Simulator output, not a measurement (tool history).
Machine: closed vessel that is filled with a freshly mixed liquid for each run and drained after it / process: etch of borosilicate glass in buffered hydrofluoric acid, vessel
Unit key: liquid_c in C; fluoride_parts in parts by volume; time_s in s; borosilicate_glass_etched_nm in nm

run,day,liquid_c,fluoride_parts,time_s,borosilicate_glass_etched_nm
1,0,23,22,30,15.875
2,0.217,23,22,30,15.979
3,0.492,26.5,22,30,19.279
4,0.65,29.5,22,30,22.649
5,0.929,29.5,22,30,22.75
6,1.096,29.5,22,30,22.402
7,1.133,26.5,22.5,30,19.203
8,1.4,24,22.5,30,16.638
9,1.762,24,22.5,30,16.655
10,1.8,22.5,22.5,30,15.412
11,1.842,21.5,22.5,30,14.486

Predict the results of run 12:
12,2.183,21,22.5,30,?

borosilicate_glass_etched_nm: 14.041 nm
